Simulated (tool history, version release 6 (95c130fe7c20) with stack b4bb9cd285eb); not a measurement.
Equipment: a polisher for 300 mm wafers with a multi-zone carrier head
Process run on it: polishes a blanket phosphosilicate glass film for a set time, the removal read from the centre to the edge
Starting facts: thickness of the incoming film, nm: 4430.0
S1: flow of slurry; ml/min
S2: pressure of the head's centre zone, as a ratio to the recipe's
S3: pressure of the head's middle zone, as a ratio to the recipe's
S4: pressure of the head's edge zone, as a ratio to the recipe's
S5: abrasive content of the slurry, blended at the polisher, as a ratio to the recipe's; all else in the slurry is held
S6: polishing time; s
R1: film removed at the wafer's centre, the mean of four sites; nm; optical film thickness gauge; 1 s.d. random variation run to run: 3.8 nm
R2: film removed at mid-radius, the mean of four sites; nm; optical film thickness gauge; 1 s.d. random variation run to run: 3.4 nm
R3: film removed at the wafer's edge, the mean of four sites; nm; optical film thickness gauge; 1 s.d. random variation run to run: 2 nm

Run 1, hour 0: S1 190 ml/min, S2 1, S3 1, S4 1, S5 1, S6 35 s. Result: R1 230.01 nm, R2 230.56 nm, R3 250.4 nm.
Run 2, hour 1.4: S1 190 ml/min, S2 1, S3 0.92, S4 1, S5 1, S6 35 s. Result: R1 231.28 nm, R2 217.73 nm, R3 249.85 nm.
Run 3, hour 9.4: S1 190 ml/min, S2 1, S3 0.92, S4 1, S5 1, S6 38 s. Result: R1 252 nm, R2 240.63 nm, R3 271.29 nm.
Run 4, hour 17.8: S1 200 ml/min, S2 1.02, S3 0.94, S4 1, S5 1, S6 38 s. Result: R1 255.06 nm, R2 243.85 nm, R3 272.46 nm.
Run 5, hour 23.3: S1 200 ml/min, S2 1.02, S3 0.94, S4 1, S5 1, S6 32 s. Result: R1 215.29 nm, R2 210.86 nm, R3 228.19 nm.
At hour 27.2: edge zone pressure recalibrated.
Run 6, hour 27.2: S1 205 ml/min, S2 1.04, S3 0.94, S4 1, S5 1.05, S6 32 s. Result: R1 227.86 nm, R2 215.23 nm, R3 226.35 nm.
Run 7, hour 32.8: S1 205 ml/min, S2 1.05, S3 0.95, S4 1.01, S5 1.1, S6 32 s. Result: R1 242.74 nm, R2 216.27 nm, R3 232.87 nm.
Run 8, hour 34.1: S1 215 ml/min, S2 1.05, S3 0.97, S4 1.01, S5 1.15, S6 32 s. Result: R1 245.28 nm, R2 229.43 nm, R3 238.21 nm.
Run 9, hour 42.9: S1 220 ml/min, S2 1.06, S3 0.98, S4 1.02, S5 1.2, S6 32 s. Result: R1 248.27 nm, R2 238.32 nm, R3 242.04 nm.
Run 10, hour 45.6: S1 220 ml/min, S2 1.07, S3 0.98, S4 1.03, S5 1.25, S6 32 s. Result: R1 256.86 nm, R2 235.65 nm, R3 250.11 nm.
Run 11, hour 51.7: S1 225 ml/min, S2 1.08, S3 1, S4 1.04, S5 1.3, S6 32 s. Result: R1 271.29 nm, R2 245.68 nm, R3 257.96 nm.

Forecast run 12:
Run 12, hour 57.2: S1 230 ml/min, S2 1.09, S3 1.02, S4 1.05, S5 1.3, S6 32 s. Result: R1 ?, R2 ?, R3 ?.

{"run 12": {"R1": 270.35, "R2": 255.72, "R3": 262.36}}
